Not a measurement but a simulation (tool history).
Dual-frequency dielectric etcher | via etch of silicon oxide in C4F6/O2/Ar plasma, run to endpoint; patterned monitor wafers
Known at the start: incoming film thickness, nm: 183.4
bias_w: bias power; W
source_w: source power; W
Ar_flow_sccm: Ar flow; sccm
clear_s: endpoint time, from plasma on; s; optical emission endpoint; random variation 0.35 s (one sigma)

run,hour,bias_w,source_w,Ar_flow_sccm,clear_s
1,0,553,360,393,41.516
2,3.9,553,340,393,43.134
3,5.4,498,320,397,46.476
4,8.8,457,310,398,48.245
5,13,426,300,399,50.395
6,15.5,426,300,369,50.365
7,18.2,408,300,369,50.767
8,22.7,344,280,373,55.914

Forecast run 9:
9,27.7,358,280,373,?

{"run 9": {"clear_s": 55.484}}

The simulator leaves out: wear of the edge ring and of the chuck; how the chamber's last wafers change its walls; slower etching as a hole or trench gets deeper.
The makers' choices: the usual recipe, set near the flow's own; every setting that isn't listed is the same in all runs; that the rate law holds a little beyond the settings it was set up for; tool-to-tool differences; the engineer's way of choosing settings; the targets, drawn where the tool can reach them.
